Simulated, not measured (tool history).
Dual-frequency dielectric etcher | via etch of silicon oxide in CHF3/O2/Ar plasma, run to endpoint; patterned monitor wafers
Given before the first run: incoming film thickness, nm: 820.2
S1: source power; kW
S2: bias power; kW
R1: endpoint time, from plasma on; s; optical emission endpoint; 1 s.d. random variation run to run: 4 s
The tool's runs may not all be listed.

run,hour,S1,S2,R1
1,0.0,0.880,0.165,395.22
2,0.9,0.740,0.165,433.15
3,2.2,0.740,0.177,421.80
4,8.9,0.620,0.177,458.45
5,12.2,0.620,0.191,451.76
6,19.8,0.700,0.191,424.88
7,24.9,0.660,0.179,446.27

Run 8, settings as shown, results not yet in. Your forecast:
8,27.2,0.630,0.169,?

For run 8 the tool returned R1 467.18 s.
